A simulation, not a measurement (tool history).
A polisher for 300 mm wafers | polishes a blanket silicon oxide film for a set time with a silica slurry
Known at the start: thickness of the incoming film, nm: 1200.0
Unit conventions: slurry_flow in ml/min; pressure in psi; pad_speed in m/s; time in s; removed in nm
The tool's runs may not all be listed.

run	hour	slurry_flow	pressure	pad_speed	slurry_solids	time	removed
1	0.0	275	3.7	1.26	1.0	40	126.650
2	1.7	225	3.7	1.26	1.0	40	123.700
3	4.9	225	3.4	1.24	1.0	40	109.580
4	10.8	225	3.4	1.24	1.0	35	97.259
5	12.1	225	3.3	1.24	1.0	35	95.302
6	15.8	225	3.3	1.44	1.0	35	106.780

What does the tool deliver on the next run?
7	21.7	225	3.1	1.44	1.0	35	?

removed: 100.000 nm
